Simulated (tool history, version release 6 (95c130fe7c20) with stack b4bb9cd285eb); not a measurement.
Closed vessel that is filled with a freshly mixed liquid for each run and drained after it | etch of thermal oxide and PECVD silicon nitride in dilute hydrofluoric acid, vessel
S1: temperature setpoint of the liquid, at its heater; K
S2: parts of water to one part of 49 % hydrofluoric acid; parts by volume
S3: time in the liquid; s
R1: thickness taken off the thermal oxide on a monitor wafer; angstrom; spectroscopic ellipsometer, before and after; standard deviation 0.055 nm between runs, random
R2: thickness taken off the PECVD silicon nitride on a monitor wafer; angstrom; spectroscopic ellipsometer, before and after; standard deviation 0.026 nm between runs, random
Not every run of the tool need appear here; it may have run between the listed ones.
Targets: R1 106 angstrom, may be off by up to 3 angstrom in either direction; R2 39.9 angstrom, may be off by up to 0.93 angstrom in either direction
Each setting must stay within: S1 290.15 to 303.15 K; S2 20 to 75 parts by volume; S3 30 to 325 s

{"run": 1, "hour": 0.0, "S1": 295.15, "S2": 45, "S3": 165, "R1": 192.54, "R2": 60.847}
{"run": 2, "hour": 8.3, "S1": 293.65, "S2": 45, "S3": 165, "R1": 181.48, "R2": 55.63}
{"run": 3, "hour": 9.3, "S1": 293.65, "S2": 45, "S3": 135, "R1": 148.64, "R2": 45.492}
{"run": 4, "hour": 17.0, "S1": 293.65, "S2": 35, "S3": 135, "R1": 191.66, "R2": 57.912}
{"run": 5, "hour": 20.5, "S1": 295.15, "S2": 45, "S3": 140, "R1": 162.5, "R2": 51.963}
{"run": 6, "hour": 23.4, "S1": 295.15, "S2": 45, "S3": 170, "R1": 198.44, "R2": 62.44}
{"run": 7, "hour": 24.7, "S1": 299.15, "S2": 60, "S3": 160, "R1": 161.84, "R2": 59.056}
{"run": 8, "hour": 30.6, "S1": 298.65, "S2": 65, "S3": 160, "R1": 145.19, "R2": 52.617}
{"run": 9, "hour": 36.8, "S1": 298.65, "S2": 70, "S3": 155, "R1": 130.08, "R2": 47.7}
{"run": 10, "hour": 44.3, "S1": 298.65, "S2": 70, "S3": 155, "R1": 130.3, "R2": 47.709}
{"run": 11, "hour": 45.1, "S1": 298.65, "S2": 70, "S3": 150, "R1": 127.09, "R2": 46.041}
{"run": 12, "hour": 48.6, "S1": 299.15, "S2": 70, "S3": 145, "R1": 124.55, "R2": 45.964}
{"run": 13, "hour": 55.6, "S1": 299.15, "S2": 70, "S3": 140, "R1": 118.82, "R2": 44.15}
{"run": 14, "hour": 61.3, "S1": 299.15, "S2": 70, "S3": 140, "R1": 120.57, "R2": 44.342}

Consider the 4 candidate settings below. Which is the only one whose results all fall within their allowed miss of target?
{"run": "A", "hour": 67.0, "S1": 295.65, "S2": 65, "S3": 180, "R1": "?", "R2": "?"}
{"run": "B", "hour": 67.0, "S1": 296.65, "S2": 65, "S3": 140, "R1": "?", "R2": "?"}
{"run": "C", "hour": 67.0, "S1": 299.65, "S2": 75, "S3": 130, "R1": "?", "R2": "?"}
{"run": "D", "hour": 67.0, "S1": 299.65, "S2": 70, "S3": 130, "R1": "?", "R2": "?"}

move=A R1=143.53 R2=48.413
move=B R1=116.31 R2=40.283
move=C R1=104.21 R2=39.631
move=D R1=112.41 R2=42.432
A: moves away from the targets compared with the last run
B: moves toward the targets from the last run without getting all of them in spec
C: in spec on every target
D: moves toward the targets from the last run without getting all of them in spec
Go with C: it meets all targets.
